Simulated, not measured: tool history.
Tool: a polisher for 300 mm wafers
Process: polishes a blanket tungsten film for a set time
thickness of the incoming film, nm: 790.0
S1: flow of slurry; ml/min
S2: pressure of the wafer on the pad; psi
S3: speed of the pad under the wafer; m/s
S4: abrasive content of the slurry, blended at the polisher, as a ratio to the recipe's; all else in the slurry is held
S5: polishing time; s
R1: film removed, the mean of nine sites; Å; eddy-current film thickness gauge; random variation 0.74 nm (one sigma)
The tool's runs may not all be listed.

run 1 day=0 | S1=195 S2=3.2 S3=0.82 S4=1 S5=33 | R1=1251.8
run 2 day=0.058 | S1=230 S2=3.2 S3=0.82 S4=1 S5=33 | R1=1275.7
run 3 day=0.175 | S1=230 S2=3.2 S3=1.02 S4=1 S5=33 | R1=1552.5
run 4 day=0.292 | S1=230 S2=2.8 S3=1.02 S4=1 S5=33 | R1=1379.9
run 5 day=0.592 | S1=230 S2=2.5 S3=1.02 S4=1 S5=33 | R1=1256.5
run 6 day=0.629 | S1=230 S2=2.5 S3=1.22 S4=1 S5=33 | R1=1465.9
run 7 day=0.667 | S1=220 S2=2.2 S3=1.18 S4=1 S5=33 | R1=1239.7
run 8 day=1.021 | S1=200 S2=2 S3=1.18 S4=1 S5=33 | R1=1115.5
run 9 day=1.388 | S1=185 S2=1.9 S3=1.18 S4=1 S5=33 | R1=1073.8
run 10 day=1.725 | S1=175 S2=1.8 S3=1.18 S4=1 S5=33 | R1=999.05
run 11 day=1.846 | S1=165 S2=1.8 S3=1.18 S4=1 S5=33 | R1=1002.9
run 12 day=1.875 | S1=160 S2=1.7 S3=1.18 S4=1 S5=33 | R1=938.86
run 13 day=2.071 | S1=150 S2=1.7 S3=1.18 S4=1 S5=33 | R1=938.83
run 14 day=2.417 | S1=145 S2=1.7 S3=1.18 S4=1 S5=33 | R1=924.78
run 15 day=2.492 | S1=140 S2=1.7 S3=1.18 S4=1 S5=33 | R1=922.06
run 16 day=2.712 | S1=140 S2=1.7 S3=1.18 S4=1 S5=33 | R1=929.33

The next listed run, before its measurement:
run 17 day=3.079 | S1=135 S2=1.7 S3=1.18 S4=1 S5=33 | R1=?

{"run 17": {"R1": 909.95}}

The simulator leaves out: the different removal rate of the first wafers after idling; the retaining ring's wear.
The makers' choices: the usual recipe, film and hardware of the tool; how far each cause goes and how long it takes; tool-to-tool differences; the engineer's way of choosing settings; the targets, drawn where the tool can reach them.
